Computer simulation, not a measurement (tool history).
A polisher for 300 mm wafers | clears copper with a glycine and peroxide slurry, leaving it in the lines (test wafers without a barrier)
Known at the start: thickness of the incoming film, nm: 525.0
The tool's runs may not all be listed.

run,hour,flow of slurry (ml/min),pressure of the wafer on the pad (psi),speed of the pad under the wafer (cm/s),overpolish time after the end point (s),time until the end point was called (s),dishing of a wide line in a test structure (angstrom)
1,0,275,1.9,130,29,97.508,700.35
2,1.5,275,1.8,130,31,102.97,700.97
3,9.7,275,2,130,31,92.529,747.76
4,15.8,275,2,130,27,92.243,686.89
5,20.9,275,1.9,130,29,100.51,706
6,24.5,275,2.2,130,29,85.679,749.77
7,29.5,275,2.1,130,31,88.722,764.34
# hour 36.6: head pressure recalibrated
8,36.6,275,2,130,32,95.539,734.72
9,41.3,275,1.9,130,34,101.72,734.19
10,50.1,275,1.9,130,36,103.47,769.31
11,56.9,275,1.9,130,36,103.05,784.78
12,64.8,275,1.9,130,37,101.32,763.62
13,73.5,275,1.9,130,38,103.23,779.45

Run 14 comes next. What will it give?
14,74.2,275,1.9,130,39,?,?

time until the end point was called (s): 102.83
dishing of a wide line in a test structure (angstrom): 795.05

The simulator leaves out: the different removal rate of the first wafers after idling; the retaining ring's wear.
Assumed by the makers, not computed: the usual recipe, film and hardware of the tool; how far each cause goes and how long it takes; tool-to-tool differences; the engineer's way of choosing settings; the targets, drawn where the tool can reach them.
